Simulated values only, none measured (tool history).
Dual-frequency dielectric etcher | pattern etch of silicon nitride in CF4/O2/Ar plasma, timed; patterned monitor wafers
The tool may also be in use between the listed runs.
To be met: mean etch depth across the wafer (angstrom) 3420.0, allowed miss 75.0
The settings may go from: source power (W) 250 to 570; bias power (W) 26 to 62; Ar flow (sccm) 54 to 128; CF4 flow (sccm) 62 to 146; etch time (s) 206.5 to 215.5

| run | hour | source power (W) | bias power (W) | Ar flow (sccm) | CF4 flow (sccm) | etch time (s) | mean etch depth across the wafer (angstrom) |
|---|---|---|---|---|---|---|---|
| 1 | 0.0 | 410 | 44 | 91 | 104 | 206.5 | 2999.5 |
| 2 | 2.0 | 420 | 44 | 91 | 104 | 206.5 | 3065.5 |
| 3 | 9.7 | 420 | 38 | 91 | 104 | 206.5 | 2888.3 |
| 4 | 12.3 | 420 | 31 | 91 | 104 | 206.5 | 2632.6 |
| 5 | 18.7 | 420 | 31 | 91 | 104 | 206.5 | 2657.4 |
| 6 | 19.4 | 440 | 31 | 91 | 104 | 206.5 | 2788.2 |
| 7 | 25.9 | 450 | 31 | 91 | 104 | 206.5 | 2875.8 |
| 8 | 33.2 | 460 | 31 | 91 | 104 | 206.5 | 2923.8 |
| 9 | 40.6 | 540 | 32 | 91 | 104 | 206.5 | 3502.5 |

5 next moves are on the table. One of them brings every result within its allowed miss. Which?
| A | 48.0 | 570 | 31 | 87 | 84 | 209.5 | ? |
| B | 48.0 | 560 | 32 | 78 | 93 | 209.0 | ? |
| C | 48.0 | 570 | 33 | 97 | 98 | 206.5 | ? |
| D | 48.0 | 560 | 29 | 80 | 84 | 209.5 | ? |
| E | 48.0 | 540 | 32 | 92 | 112 | 207.5 | ? |

| move | mean etch depth across the wafer (angstrom) |
|---|---|
| A | 3571.7 |
| B | 3673.7 |
| C | 3683.4 |
| D | 3452.7 |
| E | 3572.8 |
A: further off than the last run
B: further off than the last run
C: further off than the last run
D: meets every target
E: further off than the last run
Move D is the one to make.

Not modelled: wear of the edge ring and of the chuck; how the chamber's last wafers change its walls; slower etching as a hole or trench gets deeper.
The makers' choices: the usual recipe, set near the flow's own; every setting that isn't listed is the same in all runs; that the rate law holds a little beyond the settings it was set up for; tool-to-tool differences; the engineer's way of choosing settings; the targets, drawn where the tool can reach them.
